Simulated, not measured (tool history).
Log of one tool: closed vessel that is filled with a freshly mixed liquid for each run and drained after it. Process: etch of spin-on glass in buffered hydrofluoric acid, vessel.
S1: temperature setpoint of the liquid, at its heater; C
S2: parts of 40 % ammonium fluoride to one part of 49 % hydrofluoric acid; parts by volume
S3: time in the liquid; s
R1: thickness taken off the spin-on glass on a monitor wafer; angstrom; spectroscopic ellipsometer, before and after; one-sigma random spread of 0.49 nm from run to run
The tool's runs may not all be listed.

| run | hour | S1 | S2 | S3 | R1 |
|---|---|---|---|---|---|
| 1 | 0.0 | 24.0 | 20.5 | 90 | 639.14 |
| 2 | 2.2 | 23.0 | 20.5 | 90 | 605.45 |
| 3 | 6.9 | 22.0 | 20.5 | 90 | 578.23 |
| 4 | 9.3 | 23.5 | 20.5 | 90 | 625.56 |
| 5 | 17.6 | 23.5 | 20.5 | 90 | 615.50 |
|  | 20.6 | hydrofluoric acid flow meter replaced |
| 6 | 20.6 | 20.5 | 20.5 | 90 | 563.62 |

The next listed run, before its measurement:
| 7 | 22.4 | 19.5 | 20.5 | 90 | ? |

R1: 531.52 angstrom
